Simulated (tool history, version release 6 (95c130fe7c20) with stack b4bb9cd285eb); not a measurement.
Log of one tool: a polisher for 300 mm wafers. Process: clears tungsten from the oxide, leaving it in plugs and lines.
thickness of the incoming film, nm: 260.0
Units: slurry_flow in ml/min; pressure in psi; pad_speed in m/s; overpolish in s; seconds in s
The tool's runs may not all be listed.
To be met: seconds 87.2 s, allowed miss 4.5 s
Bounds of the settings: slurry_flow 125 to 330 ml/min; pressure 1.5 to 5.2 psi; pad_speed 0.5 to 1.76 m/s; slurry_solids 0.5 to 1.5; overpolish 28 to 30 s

| run | hour | slurry_flow | pressure | pad_speed | slurry_solids | overpolish | seconds |
|---|---|---|---|---|---|---|---|
| 1 | 0 | 210 | 3.3 | 1.12 | 1 | 28 | 58.218 |
| 2 | 1.7 | 210 | 3.3 | 1.12 | 1 | 28 | 59.126 |
| 3 | 9 | 210 | 3.3 | 1.3 | 1 | 28 | 50.605 |
| 4 | 17.2 | 210 | 2.9 | 1.28 | 1 | 28 | 57.436 |
| 5 | 24 | 210 | 2.9 | 1.28 | 1 | 28 | 57.828 |
| 6 | 32.9 | 210 | 2.6 | 1.28 | 1 | 28 | 62.48 |
| 7 | 34.9 | 210 | 2.4 | 1.28 | 1 | 28 | 71.255 |
| 8 | 35.7 | 210 | 2.3 | 1.28 | 1 | 28 | 70.348 |
| 9 | 43.5 | 210 | 2.2 | 1.28 | 1 | 28 | 74.675 |
| 10 | 50.6 | 210 | 1.7 | 1.26 | 1 | 28 | 92.974 |

Which of these 4 next moves meets every target?
| A | 57.7 | 175 | 1.8 | 1.3 | 1.1 | 28 | ? |
| B | 57.7 | 240 | 1.9 | 1.32 | 1 | 30 | ? |
| C | 57.7 | 175 | 2.4 | 1.2 | 0.8 | 28 | ? |
| D | 57.7 | 205 | 1.7 | 1.18 | 1.05 | 30 | ? |

| move | seconds |
|---|---|
| A | 87.743 |
| B | 80.884 |
| C | 78.761 |
| D | 98.399 |
A: meets every target
B: takes the result that was furthest off past its target
C: takes the result that was furthest off past its target
D: further off than the last run
Move A is the one to make.
